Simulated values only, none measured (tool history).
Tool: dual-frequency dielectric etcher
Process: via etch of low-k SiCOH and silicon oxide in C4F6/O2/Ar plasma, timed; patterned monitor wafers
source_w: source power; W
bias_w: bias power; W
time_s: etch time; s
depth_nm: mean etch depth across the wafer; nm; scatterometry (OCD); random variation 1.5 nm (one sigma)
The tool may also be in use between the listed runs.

run 1 day=0.000 | source_w=440 bias_w=160 time_s=98.5 | depth_nm=281.43
run 2 day=0.367 | source_w=440 bias_w=187 time_s=98.5 | depth_nm=299.56
run 3 day=0.538 | source_w=450 bias_w=188 time_s=98.5 | depth_nm=306.62
run 4 day=0.900 | source_w=460 bias_w=189 time_s=98.5 | depth_nm=309.38
run 5 day=1.250 | source_w=470 bias_w=190 time_s=98.5 | depth_nm=310.53
run 6 day=1.621 | source_w=480 bias_w=191 time_s=98.5 | depth_nm=312.69
run 7 day=1.871 | source_w=490 bias_w=192 time_s=98.5 | depth_nm=314.00

Forecast run 8:
run 8 day=2.104 | source_w=500 bias_w=194 time_s=98.5 | depth_nm=?

Run 8 gave depth_nm 320.03 nm.

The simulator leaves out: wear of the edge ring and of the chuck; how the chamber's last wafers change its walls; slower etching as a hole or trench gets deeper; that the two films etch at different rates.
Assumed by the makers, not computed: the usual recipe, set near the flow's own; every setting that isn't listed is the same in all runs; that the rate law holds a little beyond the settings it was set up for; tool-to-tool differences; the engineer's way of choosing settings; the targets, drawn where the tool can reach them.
